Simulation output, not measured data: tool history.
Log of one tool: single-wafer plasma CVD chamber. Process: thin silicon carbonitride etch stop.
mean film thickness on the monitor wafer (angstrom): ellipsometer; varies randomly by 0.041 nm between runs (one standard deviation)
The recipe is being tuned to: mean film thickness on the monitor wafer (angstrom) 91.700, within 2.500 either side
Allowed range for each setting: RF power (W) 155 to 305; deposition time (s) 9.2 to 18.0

run  hour  RF power (W)  deposition time (s)  mean film thickness on the monitor wafer (angstrom)
  1   0.0           230                 13.6                                               81.160
  2   4.3           230                 12.6                                               75.364
  3   8.1           230                 10.7                                               63.840
  4  16.4           230                 11.7                                               70.065
  5  17.6           260                 11.7                                               73.014
  6  18.9           270                 12.4                                               78.965
  7  21.0           280                 12.8                                               81.733
  8  25.3           285                 13.2                                               84.988
  9  33.1           290                 13.5                                               87.798
 10  34.0           295                 13.6                                               89.092
 11  38.1           295                 13.6                                               88.728

Next run, 5 choices. One meets every target within its allowed miss, the rest don't. Which?
  A  42.2           295                 13.3                                                    ?
  B  42.2           285                 13.0                                                    ?
  C  42.2           300                 12.7                                                    ?
  D  42.2           290                 14.2                                                    ?
  E  42.2           300                 13.3                                                    ?

move  mean film thickness on the monitor wafer (angstrom)
   A                                               86.932
   B                                               83.970
   C                                               83.489
   D                                               92.271
   E                                               87.433
A: further off than the last run
B: further off than the last run
C: further off than the last run
D: every result within its allowed miss
E: further off than the last run
Correct choice: D, which meets every target
